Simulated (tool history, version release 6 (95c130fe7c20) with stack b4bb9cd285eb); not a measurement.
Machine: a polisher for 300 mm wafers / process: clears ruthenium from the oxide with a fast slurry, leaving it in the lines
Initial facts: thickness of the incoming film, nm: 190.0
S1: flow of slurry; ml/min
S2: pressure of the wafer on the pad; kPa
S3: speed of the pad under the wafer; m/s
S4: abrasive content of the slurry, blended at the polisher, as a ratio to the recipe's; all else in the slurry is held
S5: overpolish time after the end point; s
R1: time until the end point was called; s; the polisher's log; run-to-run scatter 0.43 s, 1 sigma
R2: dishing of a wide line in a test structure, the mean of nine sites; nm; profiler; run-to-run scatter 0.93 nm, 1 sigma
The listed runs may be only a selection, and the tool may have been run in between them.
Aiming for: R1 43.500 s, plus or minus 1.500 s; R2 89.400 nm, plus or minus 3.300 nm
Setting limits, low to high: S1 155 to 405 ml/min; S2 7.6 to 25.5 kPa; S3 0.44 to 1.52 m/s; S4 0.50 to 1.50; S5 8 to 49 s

run	hour	S1	S2	S3	S4	S5	R1	R2
1	0.0	260	16.5	0.98	1.00	25	55.102	58.548
2	7.6	260	16.5	0.98	1.15	25	51.998	61.615
3	12.8	260	16.5	0.98	1.05	25	54.791	60.325
4	17.4	260	16.5	0.98	0.90	25	60.845	54.208
5	23.0	260	18.6	0.98	0.90	25	55.601	58.613
6	27.7	255	20.7	0.98	0.90	27	51.762	67.453
7	31.4	260	22.1	0.98	0.90	28	47.816	72.165
8	34.1	260	22.8	0.98	0.90	29	46.676	76.617
9	39.6	265	23.4	0.98	0.90	30	45.567	80.286
10	43.0	265	24.1	0.98	0.90	31	45.222	84.277

Pick the move, out of 5, that brings all results within their allowed miss; only one does.
A	46.4	290	22.1	1.14	0.85	33	?	?
B	46.4	165	23.4	1.16	0.85	30	?	?
C	46.4	325	24.1	0.92	1.15	27	?	?
D	46.4	215	24.8	1.10	0.90	31	?	?
E	46.4	280	24.8	0.92	0.85	31	?	?

move	R1	R2
A	42.388	89.138
B	42.918	82.339
C	38.722	82.186
D	39.338	89.925
E	47.378	78.324
A: meets every target
B: misses by more than the last run did
C: misses by more than the last run did
D: meets the target for the result that was furthest off, but another lies outside its allowed miss
E: misses by more than the last run did
Correct choice: A, which meets every target

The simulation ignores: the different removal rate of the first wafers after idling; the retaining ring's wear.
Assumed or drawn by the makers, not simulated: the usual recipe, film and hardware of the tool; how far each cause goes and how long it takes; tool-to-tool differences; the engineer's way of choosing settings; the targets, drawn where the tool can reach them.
